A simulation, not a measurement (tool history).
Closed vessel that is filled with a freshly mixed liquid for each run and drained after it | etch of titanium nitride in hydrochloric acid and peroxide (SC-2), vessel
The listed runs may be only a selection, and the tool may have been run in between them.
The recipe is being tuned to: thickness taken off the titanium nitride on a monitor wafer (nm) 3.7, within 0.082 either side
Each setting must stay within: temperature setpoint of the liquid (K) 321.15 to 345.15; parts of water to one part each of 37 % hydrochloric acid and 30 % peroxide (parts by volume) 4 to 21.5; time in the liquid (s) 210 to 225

run    day  temperature setpoint of the liquid (K)  parts of water to one part each of 37 % hydrochloric acid and 30 % peroxide (parts by volume)  time in the liquid (s)  thickness taken off the titanium nitride on a monitor wafer (nm)
  1      0                                  337.15                                                                                             12                     210                                                            9.7152
  2  0.279                                  337.15                                                                                             12                     210                                                            9.6516
  3  0.479                                  337.15                                                                                             12                     210                                                            9.7931
  4  0.779                                  337.15                                                                                             12                     210                                                            9.7386
  5  1.075                                  337.15                                                                                             12                     225                                                            10.433
  6  1.442                                  331.65                                                                                           12.5                     225                                                            7.1699
  7  1.796                                  328.15                                                                                           12.5                     225                                                            5.7377
  8  2.025                                  325.65                                                                                           12.5                     225                                                            4.8654
  9  2.229                                  324.15                                                                                           12.5                     225                                                             4.318
 10  2.329                                  323.15                                                                                           12.5                     225                                                            4.0858
 11  2.546                                  322.65                                                                                           12.5                     225                                                             3.978
 12  2.846                                  322.15                                                                                           12.5                     225                                                            3.8519

Exercise: of the 5 proposed moves below, exactly one satisfies all targets within the stated allowed misses. Which move is it?
  A  3.146                                  323.65                                                                                           12.5                     210                                                                 ?
  B  3.146                                  322.65                                                                                           11.5                     220                                                                 ?
  C  3.146                                  323.65                                                                                           13.5                     225                                                                 ?
  D  3.146                                  325.15                                                                                             15                     210                                                                 ?
  E  3.146                                  323.15                                                                                           13.5                     225                                                                 ?

move  thickness taken off the titanium nitride on a monitor wafer (nm)
   A                                                            3.9698
   B                                                            4.1788
   C                                                             3.979
   D                                                            3.7393
   E                                                            3.8487
A: lands further from the targets than the last run did
B: lands further from the targets than the last run did
C: lands further from the targets than the last run did
D: every result lands within tolerance
E: just as far off the targets as the last run
The right move is D.

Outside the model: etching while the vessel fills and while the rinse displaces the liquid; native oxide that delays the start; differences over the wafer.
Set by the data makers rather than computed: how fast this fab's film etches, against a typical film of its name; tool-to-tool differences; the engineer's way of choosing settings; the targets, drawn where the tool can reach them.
